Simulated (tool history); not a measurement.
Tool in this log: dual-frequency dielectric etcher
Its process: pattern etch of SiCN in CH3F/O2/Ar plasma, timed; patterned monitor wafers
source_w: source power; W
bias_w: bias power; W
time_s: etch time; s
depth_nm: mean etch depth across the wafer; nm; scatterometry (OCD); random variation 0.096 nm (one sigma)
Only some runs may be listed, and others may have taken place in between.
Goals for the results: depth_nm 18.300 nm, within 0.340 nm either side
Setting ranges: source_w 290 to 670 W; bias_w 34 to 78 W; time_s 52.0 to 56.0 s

run	hour	source_w	bias_w	time_s	depth_nm
1	0.0	480	56	56.0	20.126
2	5.2	480	56	52.0	18.751
3	12.9	480	65	52.0	20.118
4	19.6	450	64	52.0	19.403
5	20.9	440	64	52.0	19.111
6	23.9	490	64	52.0	20.055
7	30.1	490	64	52.0	20.239
8	36.3	470	64	52.0	19.897
9	38.3	450	64	52.0	19.372
10	41.4	440	64	52.0	19.258
11	47.2	370	62	52.0	17.282
12	48.1	380	62	52.0	17.515

Which single option among these 5 for the next run brings every result within its allowed miss of target? Just one does.
A	49.0	340	60	54.0	?
B	49.0	350	59	53.0	?
C	49.0	350	67	52.5	?
D	49.0	400	61	53.5	?
E	49.0	380	58	52.0	?

move	depth_nm
A	16.926
B	16.762
C	17.528
D	18.436
E	17.074
A: further off than the last run
B: further off than the last run
C: roughly where the last run was
D: in spec on every target
E: further off than the last run
So the answer is move D, the one that meets all the targets.

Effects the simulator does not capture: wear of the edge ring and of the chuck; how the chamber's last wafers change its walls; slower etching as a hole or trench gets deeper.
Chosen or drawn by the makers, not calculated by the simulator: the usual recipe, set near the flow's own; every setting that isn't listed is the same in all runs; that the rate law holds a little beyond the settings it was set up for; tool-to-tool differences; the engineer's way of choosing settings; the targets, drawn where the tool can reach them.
